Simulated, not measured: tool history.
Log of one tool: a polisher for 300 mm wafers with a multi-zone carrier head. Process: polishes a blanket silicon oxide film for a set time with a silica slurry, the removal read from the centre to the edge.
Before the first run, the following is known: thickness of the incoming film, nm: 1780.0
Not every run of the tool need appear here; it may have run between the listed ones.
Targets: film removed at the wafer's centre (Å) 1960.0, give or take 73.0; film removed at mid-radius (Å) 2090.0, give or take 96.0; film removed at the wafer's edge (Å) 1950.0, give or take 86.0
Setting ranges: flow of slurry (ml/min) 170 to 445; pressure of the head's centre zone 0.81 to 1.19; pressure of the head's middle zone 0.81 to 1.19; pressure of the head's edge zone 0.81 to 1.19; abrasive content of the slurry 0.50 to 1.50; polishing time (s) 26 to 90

run	hour	flow of slurry (ml/min)	pressure of the head's centre zone	pressure of the head's middle zone	pressure of the head's edge zone	abrasive content of the slurry	polishing time (s)	film removed at the wafer's centre (Å)	film removed at mid-radius (Å)	film removed at the wafer's edge (Å)
1	0.0	285	1.00	1.00	1.00	1.00	58	2747.3	2716.4	2744.8
2	5.9	310	1.00	1.00	1.00	1.00	58	2858.4	2821.1	2711.7
3	8.6	325	0.97	0.98	0.98	0.85	57	2477.9	2532.3	2482.1
4	9.4	360	0.97	0.98	0.98	0.85	57	2499.2	2460.7	2497.3
5	14.5	360	0.97	0.91	0.98	0.85	57	2491.5	2393.9	2506.7
6	15.8	355	0.96	0.93	0.95	0.75	57	2355.1	2249.8	2316.5
7	20.2	350	0.94	0.95	0.92	0.70	57	2241.7	2162.5	2177.1
8	22.8	350	0.94	0.95	0.92	0.70	57	2199.0	2172.4	2192.9
9	24.7	335	0.89	0.98	0.82	0.55	57	1836.1	1934.9	1835.6
10	30.6	340	0.90	0.99	0.83	0.55	57	1844.3	2003.9	1864.6
11	38.1	345	0.91	0.99	0.84	0.55	57	1873.2	1955.2	1878.9

4 candidate next runs follow, results not yet known. Just one meets every target within its allowed miss. Identify it.
A	45.6	365	0.82	1.00	0.84	0.55	59	?	?	?
B	45.6	345	0.93	0.89	0.93	0.50	63	?	?	?
C	45.6	420	0.91	0.99	0.85	0.55	58	?	?	?
D	45.6	295	0.81	0.85	1.05	0.55	59	?	?	?

move	film removed at the wafer's centre (Å)	film removed at mid-radius (Å)	film removed at the wafer's edge (Å)
A	1781.6	2082.3	1946.2
B	1984.7	1893.5	2036.7
C	1932.0	2048.3	1936.4
D	1730.2	1788.9	2109.2
A: brings the result that was furthest off to its target, and leaves another outside
B: the biggest miss grows against the last run
C: hits every target within its allowed miss
D: the biggest miss grows against the last run
Move C is the one to make.
